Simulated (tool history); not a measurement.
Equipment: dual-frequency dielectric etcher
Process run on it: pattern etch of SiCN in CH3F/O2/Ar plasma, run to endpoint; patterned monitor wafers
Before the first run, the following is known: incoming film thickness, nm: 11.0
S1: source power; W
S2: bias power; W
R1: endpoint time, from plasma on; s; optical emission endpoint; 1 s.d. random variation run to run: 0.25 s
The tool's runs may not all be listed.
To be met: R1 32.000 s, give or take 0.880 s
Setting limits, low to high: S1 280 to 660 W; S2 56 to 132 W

run	hour	S1	S2	R1
1	0.0	470	94	25.924
2	7.3	510	94	25.013
3	8.7	440	87	27.480
4	17.2	530	87	26.073
5	24.1	480	80	28.091
6	26.4	480	87	26.630
7	34.1	440	81	29.351
8	38.5	420	80	29.679
9	39.2	400	79	29.938
10	40.1	320	70	34.946

Below are 5 possible settings for the next run. Only one of them brings all results inside the allowed miss of their targets. Which is it?
A	41.0	290	69	?
B	41.0	320	64	?
C	41.0	280	71	?
D	41.0	370	77	?
E	41.0	300	68	?

move	R1
A	37.217
B	37.858
C	36.957
D	31.655
E	37.136
A: further off than the last run
B: further off than the last run
C: further off than the last run
D: hits every target within its allowed miss
E: further off than the last run
Go with D: it meets all targets.

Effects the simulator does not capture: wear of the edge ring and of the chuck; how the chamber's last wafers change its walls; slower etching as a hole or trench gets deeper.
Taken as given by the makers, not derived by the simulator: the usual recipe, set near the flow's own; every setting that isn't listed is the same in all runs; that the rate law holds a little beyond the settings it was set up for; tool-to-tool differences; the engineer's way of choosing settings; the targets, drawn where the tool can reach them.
